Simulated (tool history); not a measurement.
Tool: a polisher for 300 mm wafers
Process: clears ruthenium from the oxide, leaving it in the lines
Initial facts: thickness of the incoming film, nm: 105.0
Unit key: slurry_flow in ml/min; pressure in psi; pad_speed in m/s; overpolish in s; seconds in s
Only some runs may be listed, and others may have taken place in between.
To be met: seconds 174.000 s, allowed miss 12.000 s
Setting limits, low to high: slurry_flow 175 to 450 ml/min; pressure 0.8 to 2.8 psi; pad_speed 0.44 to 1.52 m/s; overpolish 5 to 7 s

| run | hour | slurry_flow | pressure | pad_speed | overpolish | seconds |
|---|---|---|---|---|---|---|
| 1 | 0.0 | 290 | 1.8 | 0.98 | 7 | 98.112 |
| 2 | 6.7 | 290 | 1.6 | 0.96 | 7 | 118.090 |
| 3 | 11.1 | 290 | 1.3 | 0.96 | 7 | 133.480 |
| 4 | 17.0 | 290 | 1.3 | 0.96 | 7 | 132.660 |
| 5 | 19.2 | 355 | 1.3 | 0.96 | 7 | 129.120 |
| 6 | 25.2 | 355 | 1.2 | 0.94 | 7 | 140.680 |
| 7 | 25.9 | 355 | 1.1 | 0.94 | 7 | 148.200 |
| 8 | 26.8 | 355 | 1.0 | 0.94 | 7 | 159.090 |

Which one of the following 5 next-run settings gets every result inside its allowed miss? There is exactly one.
| A | 27.7 | 390 | 0.9 | 1.06 | 5 | ? |
| B | 27.7 | 355 | 1.1 | 1.02 | 7 | ? |
| C | 27.7 | 365 | 1.0 | 0.84 | 6 | ? |
| D | 27.7 | 305 | 1.3 | 0.96 | 5 | ? |
| E | 27.7 | 265 | 1.3 | 0.90 | 7 | ? |

| move | seconds |
|---|---|
| A | 148.120 |
| B | 136.020 |
| C | 174.380 |
| D | 130.160 |
| E | 140.200 |
A: lands further from the targets than the last run did
B: lands further from the targets than the last run did
C: meets every target
D: lands further from the targets than the last run did
E: lands further from the targets than the last run did
Go with C: it meets all targets.
